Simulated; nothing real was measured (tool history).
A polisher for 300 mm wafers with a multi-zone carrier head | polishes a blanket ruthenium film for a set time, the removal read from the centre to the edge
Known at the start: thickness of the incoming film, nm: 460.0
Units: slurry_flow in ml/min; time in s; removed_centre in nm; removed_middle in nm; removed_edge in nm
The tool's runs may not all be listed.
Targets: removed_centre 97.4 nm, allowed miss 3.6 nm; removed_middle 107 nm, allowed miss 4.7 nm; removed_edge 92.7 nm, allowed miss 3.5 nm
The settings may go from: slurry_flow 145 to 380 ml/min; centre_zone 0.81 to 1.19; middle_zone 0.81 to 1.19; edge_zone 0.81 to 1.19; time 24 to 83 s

Run 1, hour 0: slurry_flow 245 ml/min, centre_zone 1, middle_zone 1, edge_zone 1, time 53 s. Result: removed_centre 72.43 nm, removed_middle 74.052 nm, removed_edge 77.092 nm.
Run 2, hour 1.3: slurry_flow 245 ml/min, centre_zone 1, middle_zone 1.04, edge_zone 1, time 53 s. Result: removed_centre 74.317 nm, removed_middle 77.32 nm, removed_edge 76.667 nm.
Run 3, hour 2: slurry_flow 250 ml/min, centre_zone 1.01, middle_zone 1.07, edge_zone 1.01, time 55 s. Result: removed_centre 76.239 nm, removed_middle 81.315 nm, removed_edge 78.877 nm.
Run 4, hour 6: slurry_flow 250 ml/min, centre_zone 1.01, middle_zone 1.14, edge_zone 1.01, time 55 s. Result: removed_centre 77.075 nm, removed_middle 88.653 nm, removed_edge 79.382 nm.
Run 5, hour 7.9: slurry_flow 280 ml/min, centre_zone 1.01, middle_zone 1.14, edge_zone 1.01, time 55 s. Result: removed_centre 76.858 nm, removed_middle 89.527 nm, removed_edge 79.083 nm.
Run 6, hour 12.7: slurry_flow 280 ml/min, centre_zone 1.03, middle_zone 1.15, edge_zone 1.02, time 57 s. Result: removed_centre 82.741 nm, removed_middle 90.871 nm, removed_edge 83.384 nm.
Run 7, hour 16.6: slurry_flow 280 ml/min, centre_zone 1.03, middle_zone 1.16, edge_zone 1.01, time 59 s. Result: removed_centre 84.942 nm, removed_middle 96.255 nm, removed_edge 88.342 nm.
Run 8, hour 22.4: slurry_flow 280 ml/min, centre_zone 1.05, middle_zone 1.17, edge_zone 0.97, time 60 s. Result: removed_centre 88.169 nm, removed_middle 98.015 nm, removed_edge 84.373 nm.
Run 9, hour 29: slurry_flow 280 ml/min, centre_zone 1.05, middle_zone 1.17, edge_zone 0.97, time 61 s. Result: removed_centre 91.079 nm, removed_middle 100.79 nm, removed_edge 86.555 nm.
Run 10, hour 36.8: slurry_flow 280 ml/min, centre_zone 1.05, middle_zone 1.17, edge_zone 0.97, time 62 s. Result: removed_centre 88.967 nm, removed_middle 100.87 nm, removed_edge 89.326 nm.
Run 11, hour 38.4: slurry_flow 285 ml/min, centre_zone 1.06, middle_zone 1.17, edge_zone 0.96, time 63 s. Result: removed_centre 94.265 nm, removed_middle 103.54 nm, removed_edge 90.218 nm.

5 next moves are on the table. One of them brings every result within its allowed miss. Which?
Run A, hour 40: slurry_flow 285 ml/min, centre_zone 1.09, middle_zone 1.18, edge_zone 0.95, time 60 s. Result: removed_centre ?, removed_middle ?, removed_edge ?.
Run B, hour 40: slurry_flow 300 ml/min, centre_zone 1.08, middle_zone 1.17, edge_zone 0.96, time 64 s. Result: removed_centre ?, removed_middle ?, removed_edge ?.
Run C, hour 40: slurry_flow 340 ml/min, centre_zone 1.19, middle_zone 1.13, edge_zone 0.92, time 61 s. Result: removed_centre ?, removed_middle ?, removed_edge ?.
Run D, hour 40: slurry_flow 310 ml/min, centre_zone 1.07, middle_zone 1.07, edge_zone 0.99, time 63 s. Result: removed_centre ?, removed_middle ?, removed_edge ?.
Run E, hour 40: slurry_flow 280 ml/min, centre_zone 1.08, middle_zone 1.19, edge_zone 0.95, time 61 s. Result: removed_centre ?, removed_middle ?, removed_edge ?.

move  removed_centre  removed_middle  removed_edge
   A          89.941           99.02        84.061
   B          95.712          105.38        90.471
   C          100.35          98.547        85.316
   D          93.728          96.374        90.712
   E          90.552          101.23        85.334
A: further off than the last run
B: meets every target
C: brings the result that was furthest off to its target, and leaves another outside
D: further off than the last run
E: further off than the last run
Move B is the one to make.
